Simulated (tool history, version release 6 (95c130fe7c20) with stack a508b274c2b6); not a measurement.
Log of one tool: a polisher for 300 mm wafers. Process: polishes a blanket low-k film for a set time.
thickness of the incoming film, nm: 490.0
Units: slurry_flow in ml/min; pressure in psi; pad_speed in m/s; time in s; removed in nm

run	hour	slurry_flow	pressure	pad_speed	slurry_solids	time	removed
1	0	290	1.6	0.8	1	30	6.763
2	8.8	290	1.6	0.8	0.8	30	5.8762
3	17	290	1.5	0.8	0.8	30	5.6428
4	21.1	290	1.5	0.96	0.8	30	6.6156
5	23.3	290	1.3	0.96	0.8	30	5.9218
6	27.4	290	1.3	1.08	0.8	30	6.5463
7	33.3	290	1.1	1.06	0.8	30	6.0355
8	35.7	290	0.7	0.84	0.75	30	3.8121

Run 9 comes next. What will it give?
9	38.3	290	0.8	0.84	0.75	30	?

Run 9 gave removed 4.1002 nm.
